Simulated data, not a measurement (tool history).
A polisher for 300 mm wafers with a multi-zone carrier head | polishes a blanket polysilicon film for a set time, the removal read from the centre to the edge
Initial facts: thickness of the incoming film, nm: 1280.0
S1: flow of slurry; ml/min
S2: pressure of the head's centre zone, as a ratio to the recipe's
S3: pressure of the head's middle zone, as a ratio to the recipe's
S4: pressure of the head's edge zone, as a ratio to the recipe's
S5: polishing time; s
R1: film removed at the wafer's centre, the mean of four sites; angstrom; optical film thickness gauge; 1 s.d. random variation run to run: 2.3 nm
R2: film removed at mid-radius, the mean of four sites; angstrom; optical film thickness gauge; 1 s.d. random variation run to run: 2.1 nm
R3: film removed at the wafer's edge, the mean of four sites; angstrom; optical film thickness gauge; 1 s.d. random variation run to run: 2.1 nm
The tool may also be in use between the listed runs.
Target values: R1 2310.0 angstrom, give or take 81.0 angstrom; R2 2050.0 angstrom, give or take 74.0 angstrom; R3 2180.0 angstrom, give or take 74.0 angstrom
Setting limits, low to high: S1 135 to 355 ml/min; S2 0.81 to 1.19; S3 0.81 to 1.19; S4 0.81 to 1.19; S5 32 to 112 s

Run 1, hour 0.0: S1 225 ml/min, S2 1.00, S3 1.00, S4 1.00, S5 72 s. Result: R1 3240.4 angstrom, R2 3297.0 angstrom, R3 3152.0 angstrom.
Run 2, hour 2.7: S1 220 ml/min, S2 1.00, S3 0.98, S4 0.99, S5 70 s. Result: R1 3183.9 angstrom, R2 3137.5 angstrom, R3 3017.2 angstrom.
Run 3, hour 5.3: S1 220 ml/min, S2 1.00, S3 0.98, S4 1.05, S5 70 s. Result: R1 3133.1 angstrom, R2 3084.1 angstrom, R3 3101.8 angstrom.
Run 4, hour 12.0: S1 220 ml/min, S2 1.00, S3 1.04, S4 1.05, S5 70 s. Result: R1 3135.5 angstrom, R2 3295.8 angstrom, R3 3100.7 angstrom.
Run 5, hour 16.8: S1 220 ml/min, S2 1.00, S3 1.10, S4 1.05, S5 70 s. Result: R1 3071.1 angstrom, R2 3402.4 angstrom, R3 3131.6 angstrom.
Run 6, hour 23.4: S1 190 ml/min, S2 1.00, S3 1.10, S4 1.05, S5 70 s. Result: R1 3100.2 angstrom, R2 3359.6 angstrom, R3 3106.3 angstrom.
Run 7, hour 26.0: S1 190 ml/min, S2 1.00, S3 1.10, S4 1.05, S5 70 s. Result: R1 3066.6 angstrom, R2 3430.8 angstrom, R3 3088.2 angstrom.
Run 8, hour 26.6: S1 190 ml/min, S2 1.00, S3 1.10, S4 1.05, S5 70 s. Result: R1 3070.1 angstrom, R2 3360.8 angstrom, R3 3044.3 angstrom.
Run 9, hour 29.7: S1 185 ml/min, S2 1.00, S3 1.08, S4 1.05, S5 68 s. Result: R1 2999.0 angstrom, R2 3235.9 angstrom, R3 2905.6 angstrom.
Run 10, hour 32.3: S1 185 ml/min, S2 0.99, S3 1.05, S4 1.06, S5 66 s. Result: R1 2859.1 angstrom, R2 2997.7 angstrom, R3 2901.4 angstrom.
Run 11, hour 41.2: S1 180 ml/min, S2 0.99, S3 1.03, S4 1.05, S5 65 s. Result: R1 2796.4 angstrom, R2 2884.5 angstrom, R3 2832.9 angstrom.
Run 12, hour 46.6: S1 175 ml/min, S2 1.00, S3 0.93, S4 0.95, S5 50 s. Result: R1 2148.4 angstrom, R2 2086.6 angstrom, R3 2084.7 angstrom.
Run 13, hour 52.4: S1 190 ml/min, S2 1.02, S3 0.90, S4 0.98, S5 50 s. Result: R1 2195.0 angstrom, R2 2030.7 angstrom, R3 2176.5 angstrom.
Run 14, hour 58.7: S1 190 ml/min, S2 1.02, S3 0.90, S4 0.98, S5 50 s. Result: R1 2230.1 angstrom, R2 1999.6 angstrom, R3 2131.5 angstrom.

Which of these 5 next moves meets every target?
Run A, hour 65.0: S1 185 ml/min, S2 0.98, S3 0.85, S4 0.90, S5 54 s. Result: R1 ?, R2 ?, R3 ?.
Run B, hour 65.0: S1 195 ml/min, S2 1.13, S3 0.85, S4 1.13, S5 49 s. Result: R1 ?, R2 ?, R3 ?.
Run C, hour 65.0: S1 145 ml/min, S2 1.05, S3 0.81, S4 1.02, S5 52 s. Result: R1 ?, R2 ?, R3 ?.
Run D, hour 65.0: S1 180 ml/min, S2 1.01, S3 0.90, S4 0.98, S5 49 s. Result: R1 ?, R2 ?, R3 ?.
Run E, hour 65.0: S1 195 ml/min, S2 1.10, S3 0.84, S4 1.02, S5 47 s. Result: R1 ?, R2 ?, R3 ?.

move      R1      R2      R3
   A  2296.9  2046.6  2189.0
   B  2344.9  1872.4  2233.1
   C  2198.9  1800.2  2157.2
   D  2120.5  1936.8  2058.2
   E  2203.2  1779.1  2035.3
A: every result lands within tolerance
B: the furthest-off result lands on target, but another misses its tolerance
C: moves away from the targets compared with the last run
D: moves away from the targets compared with the last run
E: moves away from the targets compared with the last run
A is the move that brings every result within its allowed miss.

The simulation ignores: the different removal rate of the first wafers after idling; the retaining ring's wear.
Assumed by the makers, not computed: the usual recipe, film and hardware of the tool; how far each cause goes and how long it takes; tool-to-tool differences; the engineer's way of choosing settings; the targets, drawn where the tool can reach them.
